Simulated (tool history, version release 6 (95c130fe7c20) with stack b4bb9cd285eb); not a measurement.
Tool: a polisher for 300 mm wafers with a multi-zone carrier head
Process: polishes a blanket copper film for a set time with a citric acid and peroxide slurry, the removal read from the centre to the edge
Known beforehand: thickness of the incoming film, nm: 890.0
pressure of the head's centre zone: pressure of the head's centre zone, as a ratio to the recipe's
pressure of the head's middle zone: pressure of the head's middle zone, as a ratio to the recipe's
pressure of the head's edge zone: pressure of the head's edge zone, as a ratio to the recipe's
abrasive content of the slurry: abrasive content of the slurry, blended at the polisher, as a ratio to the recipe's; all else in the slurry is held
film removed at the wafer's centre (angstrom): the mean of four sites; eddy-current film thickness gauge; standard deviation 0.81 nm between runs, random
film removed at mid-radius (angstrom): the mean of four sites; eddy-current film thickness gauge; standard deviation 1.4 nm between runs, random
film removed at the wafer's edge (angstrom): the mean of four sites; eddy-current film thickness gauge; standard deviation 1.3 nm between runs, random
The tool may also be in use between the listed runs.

run  hour  flow of slurry (ml/min)  pressure of the head's centre zone  pressure of the head's middle zone  pressure of the head's edge zone  abrasive content of the slurry  polishing time (s)  film removed at the wafer's centre (angstrom)  film removed at mid-radius (angstrom)  film removed at the wafer's edge (angstrom)
  1   0.0                      305                                1.00                                1.00                              1.00                            1.00                  70                                         1287.6                                 1279.0                                       1232.4
  2   1.8                      305                                1.00                                1.00                              0.93                            1.00                  70                                         1272.1                                 1272.3                                       1147.8
  3   6.0                      360                                1.00                                1.00                              0.93                            1.00                  70                                         1297.0                                 1276.1                                       1162.7
  4   9.8                      360                                0.96                                0.97                              0.93                            0.90                  69                                         1195.5                                 1193.0                                       1146.5
  5  15.4                      360                                0.94                                0.95                              0.91                            0.85                  68                                         1150.1                                 1169.6                                       1098.5
  6  22.0                      360                                0.94                                0.95                              0.99                            0.85                  68                                         1131.2                                 1160.0                                       1138.6

Estimate the outcome of run 7 from the log above:
  7  24.2                      360                                0.92                                0.93                              0.98                            0.80                  67                                              ?                                      ?                                            ?

Run 7 came out at film removed at the wafer's centre (angstrom) 1107.8, film removed at mid-radius (angstrom) 1112.6, film removed at the wafer's edge (angstrom) 1062.0.

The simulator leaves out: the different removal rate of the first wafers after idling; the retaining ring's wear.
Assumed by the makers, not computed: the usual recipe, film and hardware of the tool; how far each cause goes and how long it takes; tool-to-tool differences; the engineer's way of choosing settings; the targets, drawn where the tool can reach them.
